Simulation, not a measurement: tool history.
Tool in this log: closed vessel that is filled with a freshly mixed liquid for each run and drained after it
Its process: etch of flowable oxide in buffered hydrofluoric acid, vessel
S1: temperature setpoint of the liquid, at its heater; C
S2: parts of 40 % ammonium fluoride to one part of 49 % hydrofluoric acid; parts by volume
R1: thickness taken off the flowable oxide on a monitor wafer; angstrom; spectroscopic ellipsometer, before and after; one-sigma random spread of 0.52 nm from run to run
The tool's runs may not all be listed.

run 1 hour=0 | S1=24 S2=21 time_in_the_liquid_(s)=35 | R1=1019.4
run 2 hour=4 | S1=27.5 S2=21 time_in_the_liquid_(s)=35 | R1=1242.6
run 3 hour=5.9 | S1=28 S2=21 time_in_the_liquid_(s)=35 | R1=1276.1
run 4 hour=7.5 | S1=25 S2=21 time_in_the_liquid_(s)=35 | R1=1092.3
run 5 hour=13.2 | S1=25 S2=21 time_in_the_liquid_(s)=35 | R1=1079
run 6 hour=20.3 | S1=26 S2=21 time_in_the_liquid_(s)=35 | R1=1143.8
run 7 hour=28.5 | S1=26.5 S2=21 time_in_the_liquid_(s)=35 | R1=1167.9
run 8 hour=37.6 | S1=27 S2=21 time_in_the_liquid_(s)=35 | R1=1203.6

Run 9 comes next. What will it give?
run 9 hour=40.8 | S1=30.5 S2=21 time_in_the_liquid_(s)=35 | R1=?

R1: 1455 angstrom

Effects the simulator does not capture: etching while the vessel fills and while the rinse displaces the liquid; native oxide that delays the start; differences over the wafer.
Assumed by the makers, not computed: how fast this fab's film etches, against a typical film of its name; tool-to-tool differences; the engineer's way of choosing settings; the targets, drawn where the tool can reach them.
